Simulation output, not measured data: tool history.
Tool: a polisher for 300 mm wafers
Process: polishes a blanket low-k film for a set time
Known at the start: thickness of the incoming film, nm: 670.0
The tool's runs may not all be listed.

run	day	flow of slurry (ml/min)	pressure of the wafer on the pad (psi)	speed of the pad under the wafer (cm/s)	abrasive content of the slurry	polishing time (s)	film removed (angstrom)
1	0.000	280	2.3	88	1.0	49	197.03
2	0.279	280	2.1	88	1.0	49	179.65
3	0.367	280	1.9	88	1.0	49	160.42
4	0.671	280	1.8	88	1.0	49	153.55
5	0.908	280	1.8	106	1.0	49	179.05
6	1.275	280	1.6	106	1.0	49	156.30

Run 7 comes next. What will it give?
7	1.600	280	1.5	106	1.0	49	?

{"run 7": {"film removed (angstrom)": 153.45}}

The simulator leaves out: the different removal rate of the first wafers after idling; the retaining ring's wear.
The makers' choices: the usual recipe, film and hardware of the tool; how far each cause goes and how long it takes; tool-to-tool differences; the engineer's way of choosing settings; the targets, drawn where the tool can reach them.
